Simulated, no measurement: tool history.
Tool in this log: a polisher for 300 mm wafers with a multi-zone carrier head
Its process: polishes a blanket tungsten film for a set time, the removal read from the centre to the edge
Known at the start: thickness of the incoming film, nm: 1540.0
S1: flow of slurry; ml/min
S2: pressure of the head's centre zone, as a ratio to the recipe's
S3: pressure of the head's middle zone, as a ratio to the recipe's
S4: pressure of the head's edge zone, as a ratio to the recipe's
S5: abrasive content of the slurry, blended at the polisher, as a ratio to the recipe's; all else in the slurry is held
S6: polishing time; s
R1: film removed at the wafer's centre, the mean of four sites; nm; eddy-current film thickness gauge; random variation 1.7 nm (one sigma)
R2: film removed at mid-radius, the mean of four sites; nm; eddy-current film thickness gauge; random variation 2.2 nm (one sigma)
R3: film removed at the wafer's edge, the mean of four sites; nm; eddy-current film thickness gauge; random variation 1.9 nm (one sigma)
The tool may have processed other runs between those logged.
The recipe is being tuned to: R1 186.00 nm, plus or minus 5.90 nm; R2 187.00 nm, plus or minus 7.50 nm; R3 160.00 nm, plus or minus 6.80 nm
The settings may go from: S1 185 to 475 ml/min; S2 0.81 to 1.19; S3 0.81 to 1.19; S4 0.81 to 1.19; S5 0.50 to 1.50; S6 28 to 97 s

{"run": 1, "day": 0.0, "S1": 305, "S2": 1.0, "S3": 1.0, "S4": 1.0, "S5": 1.0, "S6": 62, "R1": 266.02, "R2": 277.07, "R3": 279.19}
{"run": 2, "day": 0.292, "S1": 310, "S2": 1.01, "S3": 1.01, "S4": 0.98, "S5": 0.95, "S6": 59, "R1": 253.21, "R2": 256.86, "R3": 252.55}
{"run": 3, "day": 0.329, "S1": 310, "S2": 1.01, "S3": 1.01, "S4": 0.98, "S5": 0.75, "S6": 59, "R1": 238.09, "R2": 243.23, "R3": 242.54}
{"run": 4, "day": 0.683, "S1": 315, "S2": 1.02, "S3": 1.02, "S4": 0.96, "S5": 0.7, "S6": 57, "R1": 229.27, "R2": 237.66, "R3": 229.3}
{"run": 5, "day": 0.938, "S1": 320, "S2": 1.03, "S3": 1.02, "S4": 0.95, "S5": 0.65, "S6": 55, "R1": 223.07, "R2": 225.09, "R3": 221.2}
{"run": 6, "day": 1.167, "S1": 285, "S2": 1.03, "S3": 1.02, "S4": 0.95, "S5": 0.65, "S6": 55, "R1": 218.48, "R2": 221.9, "R3": 209.68}
{"run": 7, "day": 1.217, "S1": 275, "S2": 1.03, "S3": 1.02, "S4": 0.94, "S5": 0.65, "S6": 55, "R1": 214.42, "R2": 221.25, "R3": 210.57}
{"run": 8, "day": 1.496, "S1": 265, "S2": 1.04, "S3": 1.02, "S4": 0.92, "S5": 0.65, "S6": 54, "R1": 212.2, "R2": 213.73, "R3": 204.11}
{"run": 9, "day": 1.729, "S1": 300, "S2": 1.1, "S3": 1.12, "S4": 0.82, "S5": 0.5, "S6": 42, "R1": 168.64, "R2": 174.25, "R3": 143.98}

Which single option among these 4 for the next run brings every result within its allowed miss of target? Just one does.
{"run": "A", "day": 1.962, "S1": 270, "S2": 1.11, "S3": 0.98, "S4": 0.88, "S5": 0.6, "S6": 45, "R1": "?", "R2": "?", "R3": "?"}
{"run": "B", "day": 1.962, "S1": 270, "S2": 0.97, "S3": 1.02, "S4": 0.95, "S5": 0.75, "S6": 40, "R1": "?", "R2": "?", "R3": "?"}
{"run": "C", "day": 1.962, "S1": 275, "S2": 1.03, "S3": 1.11, "S4": 0.86, "S5": 0.5, "S6": 47, "R1": "?", "R2": "?", "R3": "?"}
{"run": "D", "day": 1.962, "S1": 320, "S2": 1.12, "S3": 1.1, "S4": 0.86, "S5": 0.6, "S6": 43, "R1": "?", "R2": "?", "R3": "?"}

move=A R1=186.60 R2=174.42 R3=160.87
move=B R1=152.98 R2=169.25 R3=156.17
move=C R1=173.83 R2=194.47 R3=159.25
move=D R1=183.73 R2=187.22 R3=154.01
A: gets the furthest-off result to its target, but another result is out of tolerance
B: further off than the last run
C: closes in on the targets versus the last run, not all within tolerance yet
D: every result lands within tolerance
D is the move that brings every result within its allowed miss.
